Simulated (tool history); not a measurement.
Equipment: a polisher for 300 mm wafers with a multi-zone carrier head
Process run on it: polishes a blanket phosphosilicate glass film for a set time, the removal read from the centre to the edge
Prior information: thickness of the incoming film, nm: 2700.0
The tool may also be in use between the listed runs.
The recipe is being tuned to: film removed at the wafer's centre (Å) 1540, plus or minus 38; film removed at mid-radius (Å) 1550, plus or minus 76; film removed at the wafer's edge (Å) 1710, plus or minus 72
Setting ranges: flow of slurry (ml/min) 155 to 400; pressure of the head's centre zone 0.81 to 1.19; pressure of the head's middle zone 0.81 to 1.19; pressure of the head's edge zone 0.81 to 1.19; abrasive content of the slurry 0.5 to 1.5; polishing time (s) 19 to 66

run,day,flow of slurry (ml/min),pressure of the head's centre zone,pressure of the head's middle zone,pressure of the head's edge zone,abrasive content of the slurry,polishing time (s),film removed at the wafer's centre (Å),film removed at mid-radius (Å),film removed at the wafer's edge (Å)
1,0,255,1,1,1,1,42,2652,2632.4,2670.8
2,0.083,255,1,1.05,1,1,42,2668.4,2718.5,2636
3,0.292,255,1,0.99,1,1,42,2662.9,2649.9,2670
4,0.329,255,1,0.99,1,1,46,2902.9,2919.1,2879
5,0.55,255,1.04,0.99,1,1,46,3041.8,2827.9,2924.6
6,0.817,320,1.04,0.99,1,1,46,3083.6,2906.1,2968.7
7,1.104,315,1,0.95,1,0.85,42,2625.4,2397.5,2594.9
8,1.283,255,0.9,0.93,0.91,0.6,30,1487.7,1512.1,1559.5
9,1.592,265,0.9,0.93,0.94,0.6,30,1474.8,1539.9,1582.1
10,1.933,275,0.9,0.91,0.96,0.6,30,1481.8,1529.6,1605.1
11,2.025,285,0.9,0.9,0.98,0.6,30,1477.3,1494.6,1617.4

Below are 4 possible settings for the next run. Only one of them brings all results inside the allowed miss of their targets. Which is it?
A,2.117,280,0.94,0.9,0.89,0.7,28,?,?,?
B,2.117,210,0.86,0.91,1.01,0.85,28,?,?,?
C,2.117,275,0.91,0.9,1.03,0.6,31,?,?,?
D,2.117,280,0.87,0.83,1.01,0.7,29,?,?,?

move,film removed at the wafer's centre (Å),film removed at mid-radius (Å),film removed at the wafer's edge (Å)
A,1518.5,1475.7,1511.8
B,1429.1,1538.1,1667.3
C,1552.6,1559.2,1712.3
D,1454,1430,1663.4
A: meets the target for the result that was furthest off, but another lies outside its allowed miss
B: moves away from the targets compared with the last run
C: meets every target
D: moves away from the targets compared with the last run
So the answer is move C, the one that meets all the targets.
